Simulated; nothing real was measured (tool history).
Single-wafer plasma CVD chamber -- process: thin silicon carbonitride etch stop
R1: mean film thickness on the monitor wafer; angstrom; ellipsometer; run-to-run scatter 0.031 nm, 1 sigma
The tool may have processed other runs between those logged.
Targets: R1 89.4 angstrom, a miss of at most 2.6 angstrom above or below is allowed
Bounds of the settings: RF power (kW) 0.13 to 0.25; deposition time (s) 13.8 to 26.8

{"run": 1, "hour": 0.0, "RF power (kW)": 0.19, "deposition time (s)": 20.3, "R1": 117.82}
{"run": 2, "hour": 6.0, "RF power (kW)": 0.19, "deposition time (s)": 22.7, "R1": 131.33}
{"run": 3, "hour": 7.7, "RF power (kW)": 0.18, "deposition time (s)": 20.3, "R1": 116.18}
{"run": 4, "hour": 14.7, "RF power (kW)": 0.18, "deposition time (s)": 21.4, "R1": 122.8}
{"run": 5, "hour": 19.7, "RF power (kW)": 0.175, "deposition time (s)": 19.3, "R1": 110.18}
{"run": 6, "hour": 26.5, "RF power (kW)": 0.195, "deposition time (s)": 19.3, "R1": 111.83}
{"run": 7, "hour": 31.4, "RF power (kW)": 0.195, "deposition time (s)": 17.8, "R1": 104.03}
{"run": 8, "hour": 34.8, "RF power (kW)": 0.19, "deposition time (s)": 16.8, "R1": 98.269}
{"run": 9, "hour": 41.1, "RF power (kW)": 0.185, "deposition time (s)": 16.2, "R1": 93.274}

Pick the move, out of 5, that brings all results within their allowed miss; only one does.
{"run": "A", "hour": 47.4, "RF power (kW)": 0.195, "deposition time (s)": 17.2, "R1": "?"}
{"run": "B", "hour": 47.4, "RF power (kW)": 0.185, "deposition time (s)": 16.9, "R1": "?"}
{"run": "C", "hour": 47.4, "RF power (kW)": 0.18, "deposition time (s)": 16.7, "R1": "?"}
{"run": "D", "hour": 47.4, "RF power (kW)": 0.175, "deposition time (s)": 15.5, "R1": "?"}
{"run": "E", "hour": 47.4, "RF power (kW)": 0.18, "deposition time (s)": 17.7, "R1": "?"}

move=A R1=100.77
move=B R1=98.045
move=C R1=96.4
move=D R1=89.017
move=E R1=102.17
A: misses by more than the last run did
B: misses by more than the last run did
C: misses by more than the last run did
D: meets every target
E: misses by more than the last run did
So the answer is move D, the one that meets all the targets.
